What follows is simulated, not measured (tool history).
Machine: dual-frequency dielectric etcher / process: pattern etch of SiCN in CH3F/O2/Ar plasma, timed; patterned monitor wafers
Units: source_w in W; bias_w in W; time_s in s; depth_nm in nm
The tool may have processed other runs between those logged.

{"run": 1, "hour": 0.0, "source_w": 300, "bias_w": 87, "time_s": 50.5, "depth_nm": 17.961}
{"run": 2, "hour": 2.2, "source_w": 300, "bias_w": 87, "time_s": 50.5, "depth_nm": 17.971}
{"run": 3, "hour": 6.4, "source_w": 300, "bias_w": 87, "time_s": 46.0, "depth_nm": 16.372}
{"run": 4, "hour": 10.9, "source_w": 300, "bias_w": 87, "time_s": 50.5, "depth_nm": 18.038}
{"run": 5, "hour": 15.1, "source_w": 270, "bias_w": 80, "time_s": 50.0, "depth_nm": 16.222}
{"run": 6, "hour": 20.6, "source_w": 250, "bias_w": 79, "time_s": 50.0, "depth_nm": 15.811}

Run 7 has not been measured yet. What should we expect?
{"run": 7, "hour": 27.9, "source_w": 250, "bias_w": 79, "time_s": 50.0, "depth_nm": "?"}

{"run 7": {"depth_nm": 15.818}}

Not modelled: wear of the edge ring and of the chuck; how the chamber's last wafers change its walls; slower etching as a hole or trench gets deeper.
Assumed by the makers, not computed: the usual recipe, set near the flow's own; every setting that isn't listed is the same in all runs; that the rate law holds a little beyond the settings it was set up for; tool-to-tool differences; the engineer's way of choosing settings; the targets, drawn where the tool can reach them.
